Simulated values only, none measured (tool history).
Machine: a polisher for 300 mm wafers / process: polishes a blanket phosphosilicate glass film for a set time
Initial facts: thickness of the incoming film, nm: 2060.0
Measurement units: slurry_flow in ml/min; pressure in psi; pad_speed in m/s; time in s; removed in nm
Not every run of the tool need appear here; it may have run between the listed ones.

run,hour,slurry_flow,pressure,pad_speed,slurry_solids,time,removed
1,0.0,260,3.2,1.10,1.0,108,976.5
2,2.2,260,3.6,1.10,1.0,108,1067.6
3,4.5,260,3.6,1.26,1.0,108,1174.4
4,10.7,260,3.6,1.06,1.0,108,1044.6
5,18.7,260,4.0,1.08,1.0,108,1144.7
6,24.8,260,4.0,1.08,0.9,108,1100.0

What does the tool deliver on the next run?
7,27.6,260,4.3,1.12,0.9,108,?

{"run 7": {"removed": 1236.9}}
